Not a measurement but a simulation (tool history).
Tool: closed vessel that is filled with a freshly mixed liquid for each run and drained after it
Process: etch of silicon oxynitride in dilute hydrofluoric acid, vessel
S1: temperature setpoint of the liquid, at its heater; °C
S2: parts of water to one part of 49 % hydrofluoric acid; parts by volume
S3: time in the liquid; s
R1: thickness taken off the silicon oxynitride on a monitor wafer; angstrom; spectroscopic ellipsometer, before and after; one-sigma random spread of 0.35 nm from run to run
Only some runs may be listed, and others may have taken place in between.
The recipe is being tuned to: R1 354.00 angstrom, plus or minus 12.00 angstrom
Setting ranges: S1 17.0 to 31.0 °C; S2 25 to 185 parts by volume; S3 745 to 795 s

Run 1, day 0.000: S1 23.0 °C, S2 105 parts by volume, S3 745 s. Result: R1 167.59 angstrom.
Run 2, day 0.154: S1 24.0 °C, S2 100 parts by volume, S3 745 s. Result: R1 185.04 angstrom.
Run 3, day 0.525: S1 24.0 °C, S2 80 parts by volume, S3 745 s. Result: R1 236.34 angstrom.
Run 4, day 0.692: S1 21.0 °C, S2 80 parts by volume, S3 745 s. Result: R1 203.55 angstrom.
Run 5, day 1.004: S1 21.0 °C, S2 100 parts by volume, S3 745 s. Result: R1 160.71 angstrom.
Run 6, day 1.279: S1 22.0 °C, S2 95 parts by volume, S3 745 s. Result: R1 179.85 angstrom.
Run 7, day 1.529: S1 26.0 °C, S2 70 parts by volume, S3 745 s. Result: R1 296.02 angstrom.
Run 8, day 1.762: S1 26.5 °C, S2 70 parts by volume, S3 745 s. Result: R1 307.53 angstrom.
Run 9, day 2.050: S1 27.0 °C, S2 70 parts by volume, S3 745 s. Result: R1 316.07 angstrom.
Run 10, day 2.371: S1 28.0 °C, S2 70 parts by volume, S3 745 s. Result: R1 325.76 angstrom.

Pick the move, out of 5, that brings all results within their allowed miss; only one does.
Run A, day 2.692: S1 24.0 °C, S2 60 parts by volume, S3 770 s. Result: R1 ?.
Run B, day 2.692: S1 27.5 °C, S2 70 parts by volume, S3 750 s. Result: R1 ?.
Run C, day 2.692: S1 24.5 °C, S2 65 parts by volume, S3 795 s. Result: R1 ?.
Run D, day 2.692: S1 30.5 °C, S2 75 parts by volume, S3 780 s. Result: R1 ?.
Run E, day 2.692: S1 31.0 °C, S2 85 parts by volume, S3 780 s. Result: R1 ?.

move      R1
   A  332.36
   B  324.89
   C  323.12
   D  360.35
   E  321.78
A: better than the last run, though not everything is in spec
B: just as far off the targets as the last run
C: further off than the last run
D: every result within its allowed miss
E: further off than the last run
So the answer is move D, the one that meets all the targets.
